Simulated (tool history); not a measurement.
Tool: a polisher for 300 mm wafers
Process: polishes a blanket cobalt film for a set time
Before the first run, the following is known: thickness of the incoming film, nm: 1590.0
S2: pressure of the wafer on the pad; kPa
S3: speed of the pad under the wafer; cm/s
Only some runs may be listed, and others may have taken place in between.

{"run": 1, "hour": 0.0, "flow of slurry (ml/min)": 205, "S2": 15.2, "S3": 124, "polishing time (s)": 45, "film removed (nm)": 340.92}
{"run": 2, "hour": 4.8, "flow of slurry (ml/min)": 205, "S2": 17.9, "S3": 124, "polishing time (s)": 45, "film removed (nm)": 383.85}
{"run": 3, "hour": 6.0, "flow of slurry (ml/min)": 160, "S2": 17.9, "S3": 124, "polishing time (s)": 45, "film removed (nm)": 362.58}
{"run": 4, "hour": 10.3, "flow of slurry (ml/min)": 160, "S2": 17.9, "S3": 100, "polishing time (s)": 45, "film removed (nm)": 301.73}
{"run": 5, "hour": 18.5, "flow of slurry (ml/min)": 130, "S2": 17.9, "S3": 100, "polishing time (s)": 45, "film removed (nm)": 287.8}
{"run": 6, "hour": 23.8, "flow of slurry (ml/min)": 130, "S2": 15.9, "S3": 100, "polishing time (s)": 45, "film removed (nm)": 264.51}
{"run": 7, "hour": 29.2, "flow of slurry (ml/min)": 130, "S2": 14.5, "S3": 100, "polishing time (s)": 45, "film removed (nm)": 249.43}

For run 8, what comes out?
{"run": 8, "hour": 32.6, "flow of slurry (ml/min)": 130, "S2": 13.1, "S3": 100, "polishing time (s)": 45, "film removed (nm)": "?"}

film removed (nm): 236.37

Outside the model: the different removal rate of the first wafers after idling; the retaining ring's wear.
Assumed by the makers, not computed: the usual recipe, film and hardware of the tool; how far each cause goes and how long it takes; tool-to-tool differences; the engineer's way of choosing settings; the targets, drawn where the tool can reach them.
